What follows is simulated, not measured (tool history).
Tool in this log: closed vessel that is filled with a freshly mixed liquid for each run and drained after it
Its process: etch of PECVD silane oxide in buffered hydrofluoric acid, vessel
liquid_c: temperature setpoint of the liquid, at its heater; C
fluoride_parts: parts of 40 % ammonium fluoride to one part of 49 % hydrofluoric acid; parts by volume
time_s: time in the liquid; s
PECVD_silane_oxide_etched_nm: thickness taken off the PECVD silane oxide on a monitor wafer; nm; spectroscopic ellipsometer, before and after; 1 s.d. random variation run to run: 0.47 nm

run	hour	liquid_c	fluoride_parts	time_s	PECVD_silane_oxide_etched_nm
1	0.0	24.0	15.0	90	118.310
2	4.7	24.0	12.5	90	143.140
3	9.5	24.0	12.5	90	143.570
4	17.4	24.0	9.5	90	179.520
5	23.8	22.0	11.0	90	144.080
6	29.1	20.5	12.5	90	117.120
7	37.9	19.5	13.0	90	106.470
8	44.8	19.0	13.5	90	100.380

Expected results for the next run?
9	46.5	18.5	14.0	90	?

{"run 9": {"PECVD_silane_oxide_etched_nm": 93.369}}

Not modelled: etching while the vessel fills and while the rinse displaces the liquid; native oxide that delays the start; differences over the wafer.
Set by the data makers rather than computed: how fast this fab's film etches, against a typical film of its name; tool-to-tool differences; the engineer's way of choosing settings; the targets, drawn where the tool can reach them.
